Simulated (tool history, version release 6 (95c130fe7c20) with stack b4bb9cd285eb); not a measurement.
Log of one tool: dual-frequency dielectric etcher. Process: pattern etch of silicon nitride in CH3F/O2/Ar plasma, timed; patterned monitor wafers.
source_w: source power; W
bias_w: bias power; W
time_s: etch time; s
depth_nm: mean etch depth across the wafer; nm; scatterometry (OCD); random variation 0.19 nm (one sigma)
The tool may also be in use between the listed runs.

run,day,source_w,bias_w,time_s,depth_nm
1,0,340,55,76,48.229
2,0.221,340,64,76,50.408
3,0.471,340,70,76,51.414
4,0.838,290,70,76,48.975
5,0.933,270,64,76,46.6
# day 1.108: wet clean of the chamber
6,1.108,300,64,76,46.837
7,1.175,280,62,76,45.202

Forecast run 8:
8,1.275,270,61,76,?

depth_nm: 44.761 nm
